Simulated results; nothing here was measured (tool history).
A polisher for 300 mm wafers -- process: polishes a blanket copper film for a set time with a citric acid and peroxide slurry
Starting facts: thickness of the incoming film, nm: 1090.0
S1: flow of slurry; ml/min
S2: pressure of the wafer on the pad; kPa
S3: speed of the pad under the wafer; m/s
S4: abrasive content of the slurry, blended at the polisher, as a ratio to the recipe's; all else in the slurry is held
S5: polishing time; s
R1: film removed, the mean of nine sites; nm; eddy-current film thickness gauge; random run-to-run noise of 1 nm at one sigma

{"run": 1, "day": 0.0, "S1": 165, "S2": 19.3, "S3": 1.24, "S4": 1.0, "S5": 38, "R1": 109.6}
{"run": 2, "day": 0.329, "S1": 160, "S2": 18.6, "S3": 1.24, "S4": 1.0, "S5": 38, "R1": 106.76}
{"run": 3, "day": 0.367, "S1": 160, "S2": 18.6, "S3": 1.46, "S4": 1.0, "S5": 38, "R1": 118.58}
{"run": 4, "day": 0.625, "S1": 135, "S2": 18.6, "S3": 1.46, "S4": 1.0, "S5": 38, "R1": 116.55}
{"run": 5, "day": 0.867, "S1": 155, "S2": 18.6, "S3": 1.46, "S4": 1.0, "S5": 38, "R1": 120.13}
{"run": 6, "day": 1.171, "S1": 150, "S2": 17.2, "S3": 1.46, "S4": 1.0, "S5": 38, "R1": 112.18}
{"run": 7, "day": 1.267, "S1": 145, "S2": 13.1, "S3": 1.44, "S4": 1.0, "S5": 38, "R1": 84.549}
{"run": 8, "day": 1.312, "S1": 150, "S2": 13.1, "S3": 1.44, "S4": 1.0, "S5": 38, "R1": 84.04}
{"run": 9, "day": 1.412, "S1": 155, "S2": 15.2, "S3": 1.44, "S4": 1.0, "S5": 38, "R1": 97.3}
{"run": 10, "day": 1.762, "S1": 150, "S2": 15.2, "S3": 1.44, "S4": 1.0, "S5": 38, "R1": 96.549}

The next listed run, before its measurement:
{"run": 11, "day": 2.121, "S1": 145, "S2": 15.2, "S3": 1.44, "S4": 1.0, "S5": 38, "R1": "?"}

{"run 11": {"R1": 97.483}}
